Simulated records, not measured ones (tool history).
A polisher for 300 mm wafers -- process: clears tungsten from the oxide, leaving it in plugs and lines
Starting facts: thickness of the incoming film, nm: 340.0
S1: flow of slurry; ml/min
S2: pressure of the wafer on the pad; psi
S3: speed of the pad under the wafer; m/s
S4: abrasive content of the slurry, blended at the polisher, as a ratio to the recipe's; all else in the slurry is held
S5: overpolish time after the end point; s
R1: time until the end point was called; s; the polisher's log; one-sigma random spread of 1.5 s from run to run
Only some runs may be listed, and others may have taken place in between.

Run 1, day 0.000: S1 285 ml/min, S2 2.4 psi, S3 0.92 m/s, S4 1.00, S5 16 s. Result: R1 152.14 s.
Run 2, day 0.275: S1 285 ml/min, S2 2.6 psi, S3 0.92 m/s, S4 1.00, S5 16 s. Result: R1 141.33 s.
Run 3, day 0.600: S1 250 ml/min, S2 2.6 psi, S3 0.92 m/s, S4 1.00, S5 16 s. Result: R1 141.68 s.
Run 4, day 0.792: S1 195 ml/min, S2 2.6 psi, S3 0.92 m/s, S4 1.00, S5 16 s. Result: R1 145.50 s.
Run 5, day 1.092: S1 195 ml/min, S2 2.8 psi, S3 0.92 m/s, S4 1.00, S5 16 s. Result: R1 136.14 s.
Run 6, day 1.117: S1 195 ml/min, S2 2.8 psi, S3 0.92 m/s, S4 0.85, S5 16 s. Result: R1 141.24 s.
Run 7, day 1.208: S1 195 ml/min, S2 3.0 psi, S3 0.92 m/s, S4 0.85, S5 16 s. Result: R1 129.23 s.

Run 8, settings as shown, results not yet in. Your forecast:
Run 8, day 1.342: S1 195 ml/min, S2 3.1 psi, S3 0.92 m/s, S4 0.85, S5 16 s. Result: R1 ?.

R1: 126.55 s
